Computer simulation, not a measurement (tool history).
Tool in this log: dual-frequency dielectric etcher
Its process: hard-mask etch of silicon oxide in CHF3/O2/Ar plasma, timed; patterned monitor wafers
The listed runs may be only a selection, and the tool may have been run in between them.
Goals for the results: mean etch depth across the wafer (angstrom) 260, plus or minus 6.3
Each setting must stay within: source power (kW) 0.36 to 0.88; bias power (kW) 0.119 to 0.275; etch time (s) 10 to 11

| run | hour | source power (kW) | bias power (kW) | etch time (s) | mean etch depth across the wafer (angstrom) |
|---|---|---|---|---|---|
| 1 | 0 | 0.62 | 0.197 | 11 | 226.1 |
| 2 | 5.2 | 0.62 | 0.197 | 10 | 204.14 |
| 3 | 12.7 | 0.62 | 0.228 | 10 | 208.92 |
| 4 | 18 | 0.62 | 0.228 | 10 | 209.59 |
| 5 | 21.4 | 0.66 | 0.232 | 10 | 217.4 |
| 6 | 27.8 | 0.7 | 0.235 | 10 | 222.14 |
| 7 | 32.3 | 0.73 | 0.239 | 10 | 228.37 |
| 8 | 34.2 | 0.76 | 0.242 | 10 | 232.28 |
| 9 | 41.2 | 0.78 | 0.245 | 10 | 237.43 |
| 10 | 47.3 | 0.8 | 0.248 | 10 | 238.81 |
| 11 | 52.5 | 0.81 | 0.251 | 10 | 240.67 |
| 12 | 55.9 | 0.82 | 0.254 | 10 | 242.54 |
| 13 | 64.8 | 0.83 | 0.256 | 10 | 244.43 |
| 14 | 69 | 0.84 | 0.258 | 10 | 245.62 |
| 15 | 75.2 | 0.88 | 0.275 | 10.5 | 265.19 |

Which single option among these 4 for the next run brings every result within its allowed miss of target? Just one does.
| A | 81.4 | 0.87 | 0.246 | 11 | ? |
| B | 81.4 | 0.88 | 0.256 | 10.5 | ? |
| C | 81.4 | 0.88 | 0.256 | 11 | ? |
| D | 81.4 | 0.88 | 0.275 | 11 | ? |

| move | mean etch depth across the wafer (angstrom) |
|---|---|
| A | 272.25 |
| B | 263.29 |
| C | 275.83 |
| D | 280.06 |
A: moves away from the targets compared with the last run
B: all results in spec
C: moves away from the targets compared with the last run
D: moves away from the targets compared with the last run
Answer: B
